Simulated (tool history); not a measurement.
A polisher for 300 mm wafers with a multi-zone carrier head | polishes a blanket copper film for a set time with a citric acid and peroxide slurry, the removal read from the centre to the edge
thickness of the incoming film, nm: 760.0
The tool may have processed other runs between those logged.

run	hour	flow of slurry (ml/min)	pressure of the head's centre zone	pressure of the head's middle zone	pressure of the head's edge zone	abrasive content of the slurry	polishing time (s)	film removed at the wafer's centre (nm)	film removed at mid-radius (nm)	film removed at the wafer's edge (nm)
1	0.0	290	1.00	1.00	1.00	1.00	65	161.17	160.95	158.69
2	8.5	290	1.00	1.00	1.07	1.00	65	159.22	158.81	160.71
3	16.0	290	0.97	1.00	1.07	1.00	65	151.97	157.91	162.22
4	19.0	290	0.97	1.00	1.07	1.00	81	197.02	201.72	203.60
5	20.1	290	0.97	0.97	1.07	1.00	81	194.34	195.34	201.26
6	24.7	285	0.94	0.94	1.03	0.85	78	172.40	180.91	186.37
7	25.6	280	0.94	0.91	1.01	0.75	75	162.86	163.57	175.24

Predict the results of run 8:
8	34.3	275	0.92	0.90	0.98	0.70	72	?	?	?

film removed at the wafer's centre (nm): 151.83
film removed at mid-radius (nm): 155.49
film removed at the wafer's edge (nm): 162.73

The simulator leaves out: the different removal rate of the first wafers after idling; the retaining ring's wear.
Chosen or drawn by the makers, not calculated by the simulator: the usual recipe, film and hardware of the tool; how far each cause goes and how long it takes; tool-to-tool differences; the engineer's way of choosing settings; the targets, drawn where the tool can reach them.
